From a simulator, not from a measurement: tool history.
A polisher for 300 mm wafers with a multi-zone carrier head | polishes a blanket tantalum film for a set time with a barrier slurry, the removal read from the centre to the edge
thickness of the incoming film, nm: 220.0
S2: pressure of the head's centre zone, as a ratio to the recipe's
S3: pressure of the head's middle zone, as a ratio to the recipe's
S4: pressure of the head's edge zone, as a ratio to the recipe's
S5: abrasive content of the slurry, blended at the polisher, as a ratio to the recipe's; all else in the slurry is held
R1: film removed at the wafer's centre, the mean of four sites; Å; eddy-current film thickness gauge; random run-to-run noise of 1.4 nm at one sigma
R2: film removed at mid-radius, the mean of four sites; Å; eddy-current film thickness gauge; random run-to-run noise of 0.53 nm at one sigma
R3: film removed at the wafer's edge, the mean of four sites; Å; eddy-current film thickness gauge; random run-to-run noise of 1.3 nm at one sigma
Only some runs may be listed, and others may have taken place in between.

Run 1, day 0.000: flow of slurry (ml/min) 290, S2 1.00, S3 1.00, S4 1.00, S5 1.00, polishing time (s) 36. Result: R1 661.58 Å, R2 691.34 Å, R3 685.92 Å.
Run 2, day 0.204: flow of slurry (ml/min) 290, S2 1.00, S3 1.00, S4 1.00, S5 1.10, polishing time (s) 36. Result: R1 700.07 Å, R2 703.93 Å, R3 681.78 Å.
Run 3, day 0.367: flow of slurry (ml/min) 290, S2 1.00, S3 1.00, S4 1.04, S5 1.10, polishing time (s) 36. Result: R1 688.09 Å, R2 707.68 Å, R3 719.19 Å.
Run 4, day 0.438: flow of slurry (ml/min) 290, S2 1.00, S3 1.04, S4 1.04, S5 1.10, polishing time (s) 36. Result: R1 671.27 Å, R2 732.78 Å, R3 688.06 Å.
Run 5, day 0.508: flow of slurry (ml/min) 290, S2 1.00, S3 1.04, S4 0.98, S5 1.10, polishing time (s) 36. Result: R1 678.01 Å, R2 737.35 Å, R3 684.85 Å.
Run 6, day 0.708: flow of slurry (ml/min) 290, S2 1.01, S3 1.03, S4 1.00, S5 1.15, polishing time (s) 36. Result: R1 685.84 Å, R2 749.09 Å, R3 696.30 Å.
Run 7, day 0.996: flow of slurry (ml/min) 295, S2 1.03, S3 1.01, S4 1.01, S5 1.20, polishing time (s) 36. Result: R1 733.91 Å, R2 739.44 Å, R3 714.54 Å.
Run 8, day 1.088: flow of slurry (ml/min) 300, S2 1.04, S3 1.01, S4 1.03, S5 1.25, polishing time (s) 36. Result: R1 714.34 Å, R2 742.12 Å, R3 732.07 Å.
Run 9, day 1.212: flow of slurry (ml/min) 295, S2 1.06, S3 1.00, S4 1.02, S5 1.30, polishing time (s) 37. Result: R1 788.10 Å, R2 762.33 Å, R3 748.69 Å.
Run 10, day 1.508: flow of slurry (ml/min) 300, S2 1.07, S3 1.00, S4 1.03, S5 1.35, polishing time (s) 37. Result: R1 805.64 Å, R2 775.43 Å, R3 768.10 Å.
Run 11, day 1.642: flow of slurry (ml/min) 305, S2 1.08, S3 1.00, S4 1.04, S5 1.35, polishing time (s) 37. Result: R1 826.04 Å, R2 778.12 Å, R3 780.42 Å.

What will run 12 give?
Run 12, day 1.779: flow of slurry (ml/min) 355, S2 1.16, S3 1.03, S4 1.14, S5 1.45, polishing time (s) 37. Result: R1 ?, R2 ?, R3 ?.

For run 12 the tool returned R1 874.91 Å, R2 822.60 Å, R3 813.79 Å.
